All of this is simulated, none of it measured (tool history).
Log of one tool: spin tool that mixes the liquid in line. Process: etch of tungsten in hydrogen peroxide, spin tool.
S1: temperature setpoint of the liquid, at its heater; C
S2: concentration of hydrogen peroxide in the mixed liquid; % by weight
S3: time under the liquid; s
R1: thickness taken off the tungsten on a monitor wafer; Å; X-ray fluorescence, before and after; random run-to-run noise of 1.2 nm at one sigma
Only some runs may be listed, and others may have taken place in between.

| run | hour | S1 | S2 | S3 | R1 |
|---|---|---|---|---|---|
| 1 | 0.0 | 46.0 | 15.5 | 45 | 595.99 |
| 2 | 4.2 | 40.0 | 15.5 | 45 | 409.51 |
| 3 | 12.7 | 46.0 | 15.5 | 45 | 593.36 |
| 4 | 20.0 | 46.0 | 15.5 | 50 | 666.55 |
| 5 | 24.2 | 46.0 | 15.5 | 50 | 668.36 |
| 6 | 28.8 | 49.5 | 15.5 | 50 | 802.23 |
| 7 | 30.9 | 52.5 | 15.5 | 50 | 987.77 |
| 8 | 33.4 | 54.0 | 15.5 | 50 | 1085.20 |
| 9 | 35.3 | 55.0 | 15.5 | 50 | 1141.40 |

Predict the results of run 10:
| 10 | 37.0 | 55.5 | 15.5 | 50 | ? |

Run 10 yielded R1 1178.80 Å.

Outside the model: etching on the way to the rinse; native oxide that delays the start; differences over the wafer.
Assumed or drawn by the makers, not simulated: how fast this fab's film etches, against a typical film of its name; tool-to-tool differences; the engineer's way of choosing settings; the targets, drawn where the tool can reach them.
